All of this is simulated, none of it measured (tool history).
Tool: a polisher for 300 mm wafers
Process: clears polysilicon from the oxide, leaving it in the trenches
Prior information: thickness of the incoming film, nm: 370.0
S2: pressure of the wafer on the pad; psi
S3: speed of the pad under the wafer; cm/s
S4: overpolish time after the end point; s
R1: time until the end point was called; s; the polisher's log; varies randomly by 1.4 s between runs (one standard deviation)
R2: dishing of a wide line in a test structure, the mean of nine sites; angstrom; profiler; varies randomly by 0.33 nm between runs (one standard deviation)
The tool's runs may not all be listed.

run 1 hour=0.0 | flow_of_slurry_(ml/min)=135 S2=1.9 S3=112 S4=9 | R1=38.809 R2=386.22
run 2 hour=8.9 | flow_of_slurry_(ml/min)=135 S2=1.8 S3=106 S4=8 | R1=42.528 R2=356.11
run 3 hour=13.4 | flow_of_slurry_(ml/min)=135 S2=1.8 S3=106 S4=11 | R1=41.838 R2=395.27
run 4 hour=16.5 | flow_of_slurry_(ml/min)=135 S2=1.7 S3=100 S4=10 | R1=46.877 R2=361.87
run 5 hour=17.1 | flow_of_slurry_(ml/min)=135 S2=1.7 S3=124 S4=10 | R1=37.875 R2=393.91
run 6 hour=24.3 | flow_of_slurry_(ml/min)=135 S2=1.7 S3=110 S4=10 | R1=42.253 R2=367.97
run 7 hour=29.9 | flow_of_slurry_(ml/min)=135 S2=1.6 S3=104 S4=9 | R1=47.173 R2=350.96

Forecast run 8:
run 8 hour=32.0 | flow_of_slurry_(ml/min)=130 S2=1.5 S3=98 S4=8 | R1=? R2=?

Run 8 produced R1 51.803 s, R2 308.77 angstrom.
